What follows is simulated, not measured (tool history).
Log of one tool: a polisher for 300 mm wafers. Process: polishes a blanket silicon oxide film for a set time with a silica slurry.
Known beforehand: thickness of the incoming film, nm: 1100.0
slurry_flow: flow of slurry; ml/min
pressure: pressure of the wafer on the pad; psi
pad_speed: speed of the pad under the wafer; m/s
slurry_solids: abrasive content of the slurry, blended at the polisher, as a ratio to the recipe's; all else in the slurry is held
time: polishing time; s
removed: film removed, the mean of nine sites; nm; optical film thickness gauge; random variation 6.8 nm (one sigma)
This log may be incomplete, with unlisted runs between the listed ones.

{"run": 1, "hour": 0.0, "slurry_flow": 265, "pressure": 5.3, "pad_speed": 1.24, "slurry_solids": 1.0, "time": 80, "removed": 345.87}
{"run": 2, "hour": 8.2, "slurry_flow": 265, "pressure": 5.7, "pad_speed": 1.26, "slurry_solids": 1.0, "time": 80, "removed": 381.23}
{"run": 3, "hour": 9.5, "slurry_flow": 315, "pressure": 5.7, "pad_speed": 1.26, "slurry_solids": 1.0, "time": 80, "removed": 393.15}
{"run": 4, "hour": 16.6, "slurry_flow": 315, "pressure": 5.7, "pad_speed": 1.26, "slurry_solids": 1.0, "time": 84, "removed": 406.76}
{"run": 5, "hour": 24.6, "slurry_flow": 315, "pressure": 5.7, "pad_speed": 1.26, "slurry_solids": 0.8, "time": 84, "removed": 353.22}
{"run": 6, "hour": 27.8, "slurry_flow": 315, "pressure": 5.7, "pad_speed": 1.26, "slurry_solids": 0.8, "time": 80, "removed": 339.97}
{"run": 7, "hour": 32.9, "slurry_flow": 315, "pressure": 6.0, "pad_speed": 1.28, "slurry_solids": 0.8, "time": 80, "removed": 357.24}
{"run": 8, "hour": 38.1, "slurry_flow": 315, "pressure": 6.3, "pad_speed": 1.32, "slurry_solids": 0.8, "time": 80, "removed": 389.46}
{"run": 9, "hour": 47.0, "slurry_flow": 315, "pressure": 6.6, "pad_speed": 1.34, "slurry_solids": 0.8, "time": 80, "removed": 410.1}
{"run": 10, "hour": 53.8, "slurry_flow": 315, "pressure": 6.8, "pad_speed": 1.38, "slurry_solids": 0.8, "time": 80, "removed": 426.55}
{"run": 11, "hour": 60.3, "slurry_flow": 315, "pressure": 7.0, "pad_speed": 1.42, "slurry_solids": 0.8, "time": 80, "removed": 446.85}
{"run": 12, "hour": 64.9, "slurry_flow": 315, "pressure": 7.0, "pad_speed": 1.42, "slurry_solids": 0.8, "time": 80, "removed": 450.0}
{"run": 13, "hour": 69.4, "slurry_flow": 315, "pressure": 7.2, "pad_speed": 1.46, "slurry_solids": 0.8, "time": 80, "removed": 467.53}
{"run": 14, "hour": 74.6, "slurry_flow": 315, "pressure": 7.3, "pad_speed": 1.5, "slurry_solids": 0.8, "time": 80, "removed": 485.0}
{"run": 15, "hour": 78.3, "slurry_flow": 315, "pressure": 7.4, "pad_speed": 1.54, "slurry_solids": 0.8, "time": 80, "removed": 514.66}
{"run": 16, "hour": 80.9, "slurry_flow": 315, "pressure": 7.5, "pad_speed": 1.56, "slurry_solids": 0.8, "time": 80, "removed": 523.37}
{"run": 17, "hour": 88.4, "slurry_flow": 315, "pressure": 7.6, "pad_speed": 1.58, "slurry_solids": 0.8, "time": 80, "removed": 526.17}
{"run": 18, "hour": 96.1, "slurry_flow": 315, "pressure": 7.6, "pad_speed": 1.58, "slurry_solids": 0.8, "time": 80, "removed": 520.04}
{"hour": 97.3, "done": "slurry nozzle cleaned"}
{"run": 19, "hour": 97.3, "slurry_flow": 315, "pressure": 7.7, "pad_speed": 1.6, "slurry_solids": 0.8, "time": 80, "removed": 555.41}

Expected results for the next run?
{"run": 20, "hour": 105.9, "slurry_flow": 315, "pressure": 7.8, "pad_speed": 1.62, "slurry_solids": 0.8, "time": 80, "removed": "?"}

removed: 557.73 nm
